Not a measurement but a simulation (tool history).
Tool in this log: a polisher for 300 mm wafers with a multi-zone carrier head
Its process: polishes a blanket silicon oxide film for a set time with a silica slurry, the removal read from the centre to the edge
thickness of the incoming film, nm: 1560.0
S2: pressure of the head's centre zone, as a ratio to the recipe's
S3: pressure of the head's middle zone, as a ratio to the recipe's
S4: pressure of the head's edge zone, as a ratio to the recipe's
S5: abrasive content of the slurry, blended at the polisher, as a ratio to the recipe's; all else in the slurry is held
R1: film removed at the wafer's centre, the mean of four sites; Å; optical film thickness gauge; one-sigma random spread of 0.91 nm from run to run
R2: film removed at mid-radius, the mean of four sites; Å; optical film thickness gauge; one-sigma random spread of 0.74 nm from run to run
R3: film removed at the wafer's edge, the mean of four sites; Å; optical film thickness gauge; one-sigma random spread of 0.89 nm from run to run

run 1 hour=0.0 | flow_of_slurry_(ml/min)=175 S2=1.00 S3=1.00 S4=1.00 S5=1.00 polishing_time_(s)=74 | R1=1586.60 R2=1551.10 R3=1477.30
run 2 hour=7.1 | flow_of_slurry_(ml/min)=175 S2=1.00 S3=1.00 S4=0.95 S5=1.00 polishing_time_(s)=74 | R1=1547.60 R2=1576.40 R3=1497.20
run 3 hour=14.0 | flow_of_slurry_(ml/min)=135 S2=1.00 S3=1.00 S4=0.95 S5=1.00 polishing_time_(s)=74 | R1=1503.80 R2=1484.30 R3=1445.40
run 4 hour=19.5 | flow_of_slurry_(ml/min)=140 S2=1.00 S3=1.00 S4=0.95 S5=0.90 polishing_time_(s)=67 | R1=1274.40 R2=1255.70 R3=1258.30
run 5 hour=21.3 | flow_of_slurry_(ml/min)=140 S2=1.00 S3=1.00 S4=1.00 S5=0.90 polishing_time_(s)=67 | R1=1257.40 R2=1283.20 R3=1248.10
run 6 hour=26.5 | flow_of_slurry_(ml/min)=140 S2=0.93 S3=1.00 S4=1.00 S5=0.90 polishing_time_(s)=67 | R1=1161.70 R2=1293.70 R3=1246.10
run 7 hour=32.0 | flow_of_slurry_(ml/min)=150 S2=0.96 S3=1.02 S4=1.00 S5=0.80 polishing_time_(s)=61 | R1=1008.60 R2=1112.60 R3=1073.20
run 8 hour=37.1 | flow_of_slurry_(ml/min)=150 S2=1.06 S3=1.01 S4=0.90 S5=0.55 polishing_time_(s)=52 | R1=702.51 R2=680.89 R3=639.48
run 9 hour=39.1 | flow_of_slurry_(ml/min)=155 S2=1.06 S3=1.02 S4=0.93 S5=0.55 polishing_time_(s)=52 | R1=714.53 R2=682.48 R3=639.70

Expected results for the next run?
run 10 hour=44.6 | flow_of_slurry_(ml/min)=155 S2=1.06 S3=1.03 S4=0.96 S5=0.55 polishing_time_(s)=52 | R1=? R2=? R3=?

For run 10 the tool returned R1 694.37 Å, R2 685.64 Å, R3 649.79 Å.
